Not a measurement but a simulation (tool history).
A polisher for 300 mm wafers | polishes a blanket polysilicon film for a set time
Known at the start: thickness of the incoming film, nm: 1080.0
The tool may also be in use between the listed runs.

run  hour  flow of slurry (ml/min)  pressure of the wafer on the pad (psi)  speed of the pad under the wafer (m/s)  polishing time (s)  film removed (nm)
  1   0.0                      160                                     2.3                                    1.30                  26             206.40
  2   7.6                      185                                     2.3                                    1.30                  26             209.88
  3  15.5                      185                                     2.6                                    1.32                  26             242.96
  4  19.8                      185                                     2.8                                    1.32                  26             264.97
  5  24.9                      185                                     2.9                                    1.32                  26             272.19
  6  31.0                      185                                     2.9                                    1.00                  26             214.58

The next listed run, before its measurement:
  7  32.7                      190                                     3.5                                    1.08                  26                  ?

Run 7 gave film removed (nm) 278.89.
